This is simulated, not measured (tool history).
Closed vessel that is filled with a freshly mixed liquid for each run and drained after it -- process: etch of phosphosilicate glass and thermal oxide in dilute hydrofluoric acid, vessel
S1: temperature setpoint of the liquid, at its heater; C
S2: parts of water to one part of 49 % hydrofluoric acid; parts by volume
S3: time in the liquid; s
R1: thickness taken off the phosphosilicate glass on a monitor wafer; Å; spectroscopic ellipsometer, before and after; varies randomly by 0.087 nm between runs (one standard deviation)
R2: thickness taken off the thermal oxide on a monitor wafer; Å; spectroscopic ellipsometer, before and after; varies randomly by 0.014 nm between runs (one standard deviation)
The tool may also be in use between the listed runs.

run  hour    S1   S2  S3      R1      R2
  1     0    24  130  60  374.46  18.224
  2   6.1    23  140  60   327.3  16.031
  3    13    22  150  60  289.17  14.382
  4  19.3  21.5  160  60  264.83  13.174
  5    28  21.5  125  60  352.58  17.685
  6    35    19  125  60  321.62  15.638
  7  42.3  18.5  140  60  274.19  13.931
  8  45.7  18.5  150  60  257.47  12.712
  9  46.7    18  160  60  230.24  11.692
 10  48.1    18  165  60  226.68   10.99
 11  53.4    18  170  60  216.97  10.859
 12  61.9    18  175  60   208.2  10.116
 13  67.7    18  180  60   201.3  10.142
 14  72.5    18  185  60  194.49  9.7989

The next listed run, before its measurement:
 15  79.8  18  190  60   ?   ?

R1: 189.57 Å
R2: 9.4395 Å
